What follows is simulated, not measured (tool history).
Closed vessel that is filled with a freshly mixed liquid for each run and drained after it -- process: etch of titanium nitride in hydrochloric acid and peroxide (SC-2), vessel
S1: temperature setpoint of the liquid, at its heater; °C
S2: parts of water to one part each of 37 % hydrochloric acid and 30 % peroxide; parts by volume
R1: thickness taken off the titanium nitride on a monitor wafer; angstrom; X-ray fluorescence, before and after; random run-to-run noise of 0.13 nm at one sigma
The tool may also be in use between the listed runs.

{"run": 1, "hour": 0.0, "S1": 47.0, "S2": 9.5, "time in the liquid (s)": 1660, "R1": 380.88}
{"run": 2, "hour": 2.4, "S1": 44.5, "S2": 9.5, "time in the liquid (s)": 1660, "R1": 318.5}
{"run": 3, "hour": 4.6, "S1": 42.5, "S2": 9.5, "time in the liquid (s)": 1660, "R1": 275.77}
{"run": 4, "hour": 7.5, "S1": 37.5, "S2": 9.5, "time in the liquid (s)": 1660, "R1": 193.77}
{"run": 5, "hour": 13.2, "S1": 35.0, "S2": 9.5, "time in the liquid (s)": 1660, "R1": 158.43}
{"run": 6, "hour": 20.1, "S1": 35.0, "S2": 12.0, "time in the liquid (s)": 1660, "R1": 133.22}

What does the tool deliver on the next run?
{"run": 7, "hour": 27.1, "S1": 40.5, "S2": 12.0, "time in the liquid (s)": 1660, "R1": "?"}

{"run 7": {"R1": 198.87}}
